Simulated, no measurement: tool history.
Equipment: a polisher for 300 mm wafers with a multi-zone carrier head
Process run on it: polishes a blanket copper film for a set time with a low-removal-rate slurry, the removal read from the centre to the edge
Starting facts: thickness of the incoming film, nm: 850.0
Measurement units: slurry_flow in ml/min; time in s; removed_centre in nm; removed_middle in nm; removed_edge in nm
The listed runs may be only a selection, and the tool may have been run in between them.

Run 1, hour 0: slurry_flow 280 ml/min, centre_zone 1, middle_zone 1, edge_zone 1, slurry_solids 1, time 73 s. Result: removed_centre 152.01 nm, removed_middle 153.99 nm, removed_edge 151.94 nm.
Run 2, hour 5.1: slurry_flow 285 ml/min, centre_zone 1.01, middle_zone 1.02, edge_zone 1.02, slurry_solids 1.05, time 73 s. Result: removed_centre 156.81 nm, removed_middle 158.84 nm, removed_edge 155.07 nm.
Run 3, hour 12.4: slurry_flow 285 ml/min, centre_zone 1.01, middle_zone 1.02, edge_zone 1.02, slurry_solids 1.05, time 87 s. Result: removed_centre 187.99 nm, removed_middle 187.13 nm, removed_edge 185.71 nm.
Run 4, hour 19.6: slurry_flow 285 ml/min, centre_zone 0.97, middle_zone 1.02, edge_zone 1.02, slurry_solids 1.05, time 87 s. Result: removed_centre 179.09 nm, removed_middle 189.29 nm, removed_edge 183.99 nm.
Run 5, hour 21.3: slurry_flow 220 ml/min, centre_zone 0.97, middle_zone 1.02, edge_zone 1.02, slurry_solids 1.05, time 87 s. Result: removed_centre 174.44 nm, removed_middle 183.57 nm, removed_edge 179.8 nm.
Run 6, hour 22.4: slurry_flow 170 ml/min, centre_zone 0.97, middle_zone 1.02, edge_zone 1.02, slurry_solids 1.05, time 87 s. Result: removed_centre 168.5 nm, removed_middle 179.97 nm, removed_edge 180.36 nm.
Run 7, hour 29.7: slurry_flow 185 ml/min, centre_zone 0.98, middle_zone 1.03, edge_zone 1.03, slurry_solids 1.05, time 87 s. Result: removed_centre 174.85 nm, removed_middle 181.65 nm, removed_edge 179.98 nm.
Run 8, hour 37: slurry_flow 200 ml/min, centre_zone 0.99, middle_zone 1.04, edge_zone 1.04, slurry_solids 1.05, time 87 s. Result: removed_centre 177.88 nm, removed_middle 186.35 nm, removed_edge 181.27 nm.
Run 9, hour 40: slurry_flow 215 ml/min, centre_zone 1, middle_zone 1.05, edge_zone 1.05, slurry_solids 1.05, time 87 s. Result: removed_centre 180.59 nm, removed_middle 186.82 nm, removed_edge 183.15 nm.

What will run 10 give?
Run 10, hour 45.3: slurry_flow 230 ml/min, centre_zone 1.01, middle_zone 1.06, edge_zone 1.06, slurry_solids 1.05, time 87 s. Result: removed_centre ?, removed_middle ?, removed_edge ?.

{"run 10": {"removed_centre": 182.92, "removed_middle": 190.2, "removed_edge": 184.89}}
